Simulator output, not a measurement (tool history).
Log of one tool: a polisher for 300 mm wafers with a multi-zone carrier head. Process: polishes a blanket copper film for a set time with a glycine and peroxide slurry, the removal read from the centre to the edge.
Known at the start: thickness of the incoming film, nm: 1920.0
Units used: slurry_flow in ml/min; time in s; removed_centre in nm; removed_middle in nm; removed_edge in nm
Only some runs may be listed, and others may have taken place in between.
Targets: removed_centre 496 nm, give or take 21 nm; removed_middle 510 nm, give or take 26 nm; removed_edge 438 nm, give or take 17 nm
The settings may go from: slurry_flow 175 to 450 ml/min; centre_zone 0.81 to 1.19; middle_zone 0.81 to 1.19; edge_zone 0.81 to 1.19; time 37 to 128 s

Run 1, hour 0: slurry_flow 290 ml/min, centre_zone 1, middle_zone 1, edge_zone 1, time 82 s. Result: removed_centre 371.21 nm, removed_middle 378.2 nm, removed_edge 360.93 nm.
Run 2, hour 2.5: slurry_flow 295 ml/min, centre_zone 1.02, middle_zone 1.03, edge_zone 1.01, time 85 s. Result: removed_centre 389 nm, removed_middle 390.08 nm, removed_edge 386.1 nm.
Run 3, hour 3.1: slurry_flow 295 ml/min, centre_zone 1.03, middle_zone 1.04, edge_zone 0.97, time 89 s. Result: removed_centre 411.53 nm, removed_middle 408.83 nm, removed_edge 385.78 nm.
Run 4, hour 3.8: slurry_flow 295 ml/min, centre_zone 1.03, middle_zone 0.98, edge_zone 0.97, time 89 s. Result: removed_centre 411.52 nm, removed_middle 392.98 nm, removed_edge 388.87 nm.
Run 5, hour 12.3: slurry_flow 295 ml/min, centre_zone 1.09, middle_zone 0.98, edge_zone 0.97, time 89 s. Result: removed_centre 437.25 nm, removed_middle 395.07 nm, removed_edge 394.66 nm.
Run 6, hour 19.7: slurry_flow 295 ml/min, centre_zone 1.09, middle_zone 1.02, edge_zone 0.97, time 89 s. Result: removed_centre 436.8 nm, removed_middle 403.68 nm, removed_edge 394.33 nm.
Run 7, hour 27.7: slurry_flow 295 ml/min, centre_zone 1.09, middle_zone 1.05, edge_zone 0.96, time 92 s. Result: removed_centre 452.53 nm, removed_middle 436.79 nm, removed_edge 409.09 nm.
Run 8, hour 33.5: slurry_flow 295 ml/min, centre_zone 1.1, middle_zone 1.08, edge_zone 0.96, time 93 s. Result: removed_centre 453.89 nm, removed_middle 439.83 nm, removed_edge 403.82 nm.
Run 9, hour 37.6: slurry_flow 295 ml/min, centre_zone 1.1, middle_zone 1.1, edge_zone 0.96, time 95 s. Result: removed_centre 478.64 nm, removed_middle 461.96 nm, removed_edge 423.17 nm.
Run 10, hour 43.1: slurry_flow 295 ml/min, centre_zone 1.1, middle_zone 1.12, edge_zone 0.96, time 96 s. Result: removed_centre 480.58 nm, removed_middle 471.84 nm, removed_edge 421.87 nm.

Exactly one of the 5 candidate moves below puts every result within its allowed miss. Which one?
Run A, hour 48.6: slurry_flow 245 ml/min, centre_zone 1.08, middle_zone 1.19, edge_zone 0.85, time 100 s. Result: removed_centre ?, removed_middle ?, removed_edge ?.
Run B, hour 48.6: slurry_flow 435 ml/min, centre_zone 1.07, middle_zone 1.04, edge_zone 0.94, time 93 s. Result: removed_centre ?, removed_middle ?, removed_edge ?.
Run C, hour 48.6: slurry_flow 300 ml/min, centre_zone 1.1, middle_zone 1.19, edge_zone 0.98, time 100 s. Result: removed_centre ?, removed_middle ?, removed_edge ?.
Run D, hour 48.6: slurry_flow 280 ml/min, centre_zone 0.94, middle_zone 1.19, edge_zone 0.81, time 107 s. Result: removed_centre ?, removed_middle ?, removed_edge ?.
Run E, hour 48.6: slurry_flow 285 ml/min, centre_zone 1.08, middle_zone 1.19, edge_zone 0.85, time 95 s. Result: removed_centre ?, removed_middle ?, removed_edge ?.

move  removed_centre  removed_middle  removed_edge
   A          487.65          481.38         407.7
   B          476.35          434.65        414.19
   C          509.39          492.25        442.95
   D          461.53          523.51         432.1
   E          472.29          465.31        392.44
A: moves away from the targets compared with the last run
B: moves away from the targets compared with the last run
C: in spec on every target
D: the furthest-off result lands on target, but another misses its tolerance
E: moves away from the targets compared with the last run
The right move is C.

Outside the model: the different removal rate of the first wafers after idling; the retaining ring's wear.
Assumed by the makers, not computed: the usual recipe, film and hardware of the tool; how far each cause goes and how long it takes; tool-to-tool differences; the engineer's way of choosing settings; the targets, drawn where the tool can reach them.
